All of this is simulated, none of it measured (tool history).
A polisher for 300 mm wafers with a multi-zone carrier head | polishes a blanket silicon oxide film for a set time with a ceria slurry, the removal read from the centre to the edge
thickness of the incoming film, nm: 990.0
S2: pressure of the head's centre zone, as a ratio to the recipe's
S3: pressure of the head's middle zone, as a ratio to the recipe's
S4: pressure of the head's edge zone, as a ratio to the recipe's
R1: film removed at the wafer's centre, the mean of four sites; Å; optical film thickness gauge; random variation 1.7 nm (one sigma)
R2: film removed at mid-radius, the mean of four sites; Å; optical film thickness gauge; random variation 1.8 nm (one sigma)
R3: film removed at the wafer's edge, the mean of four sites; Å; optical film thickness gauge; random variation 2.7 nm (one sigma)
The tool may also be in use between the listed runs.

{"run": 1, "hour": 0.0, "flow of slurry (ml/min)": 145, "S2": 1, "S3": 1, "S4": 1, "polishing time (s)": 52, "R1": 2152.8, "R2": 2134.2, "R3": 2176.1}
{"run": 2, "hour": 2.8, "flow of slurry (ml/min)": 145, "S2": 1.05, "S3": 1, "S4": 1, "polishing time (s)": 52, "R1": 2269.8, "R2": 2107.6, "R3": 2134.4}
{"run": 3, "hour": 4.7, "flow of slurry (ml/min)": 145, "S2": 0.99, "S3": 1, "S4": 1, "polishing time (s)": 52, "R1": 2136, "R2": 2156.2, "R3": 2170.2}
{"run": 4, "hour": 10.8, "flow of slurry (ml/min)": 140, "S2": 0.97, "S3": 1, "S4": 0.98, "polishing time (s)": 51, "R1": 2049.3, "R2": 2078.6, "R3": 2156.7}
{"run": 5, "hour": 13.2, "flow of slurry (ml/min)": 140, "S2": 0.96, "S3": 1.02, "S4": 0.98, "polishing time (s)": 50, "R1": 1945.3, "R2": 2046, "R3": 2092.7}
{"run": 6, "hour": 14.0, "flow of slurry (ml/min)": 135, "S2": 0.95, "S3": 1.04, "S4": 0.97, "polishing time (s)": 50, "R1": 1903.6, "R2": 2060.5, "R3": 2047.2}
{"run": 7, "hour": 22.1, "flow of slurry (ml/min)": 130, "S2": 0.94, "S3": 1.05, "S4": 0.96, "polishing time (s)": 50, "R1": 1931.8, "R2": 2081.2, "R3": 2007.2}
{"run": 8, "hour": 27.6, "flow of slurry (ml/min)": 125, "S2": 0.92, "S3": 1.06, "S4": 0.96, "polishing time (s)": 50, "R1": 1811.2, "R2": 2010.3, "R3": 1962.2}
{"run": 9, "hour": 36.2, "flow of slurry (ml/min)": 125, "S2": 0.91, "S3": 1.07, "S4": 0.96, "polishing time (s)": 50, "R1": 1809.5, "R2": 2105.4, "R3": 1933.3}
{"run": 10, "hour": 39.2, "flow of slurry (ml/min)": 120, "S2": 0.9, "S3": 1.07, "S4": 0.96, "polishing time (s)": 50, "R1": 1767.7, "R2": 2078.8, "R3": 1991.3}
{"run": 11, "hour": 45.6, "flow of slurry (ml/min)": 115, "S2": 0.89, "S3": 1.07, "S4": 0.96, "polishing time (s)": 50, "R1": 1709.2, "R2": 1996.8, "R3": 1978.2}
{"run": 12, "hour": 50.7, "flow of slurry (ml/min)": 115, "S2": 0.89, "S3": 1.08, "S4": 0.96, "polishing time (s)": 50, "R1": 1743.6, "R2": 2025.3, "R3": 2003.1}

Forecast run 13:
{"run": 13, "hour": 52.2, "flow of slurry (ml/min)": 115, "S2": 0.88, "S3": 1.09, "S4": 0.95, "polishing time (s)": 50, "R1": "?", "R2": "?", "R3": "?"}

{"run 13": {"R1": 1720.7, "R2": 2027.5, "R3": 1994.3}}
